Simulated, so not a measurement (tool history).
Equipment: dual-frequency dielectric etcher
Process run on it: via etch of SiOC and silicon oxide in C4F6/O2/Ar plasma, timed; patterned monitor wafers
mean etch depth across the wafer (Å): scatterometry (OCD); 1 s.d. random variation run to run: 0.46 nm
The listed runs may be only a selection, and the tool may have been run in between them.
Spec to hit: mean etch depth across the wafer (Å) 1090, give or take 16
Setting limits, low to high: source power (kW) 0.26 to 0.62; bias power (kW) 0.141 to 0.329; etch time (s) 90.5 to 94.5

run	hour	source power (kW)	bias power (kW)	etch time (s)	mean etch depth across the wafer (Å)
1	0	0.44	0.235	90.5	1214.9
2	2	0.47	0.235	90.5	1213.2
3	7.5	0.39	0.235	90.5	1187.6
4	13.1	0.39	0.277	90.5	1227.1
5	18.1	0.35	0.257	90.5	1175.9
6	26.7	0.35	0.292	90.5	1221.8
7	32.7	0.32	0.273	90.5	1182.5
8	41.5	0.3	0.257	90.5	1165.1
9	49.3	0.29	0.237	90.5	1122.5
10	52.9	0.28	0.233	90.5	1119.6

4 next moves are on the table. One of them brings every result within its allowed miss. Which?
A	56.5	0.3	0.251	91	?
B	56.5	0.33	0.189	90.5	?
C	56.5	0.29	0.218	91.5	?
D	56.5	0.26	0.218	94.5	?

move	mean etch depth across the wafer (Å)
A	1161.2
B	1096.8
C	1122.3
D	1140.5
A: misses by more than the last run did
B: hits every target within its allowed miss
C: misses by more than the last run did
D: misses by more than the last run did
The move that meets every target is B.
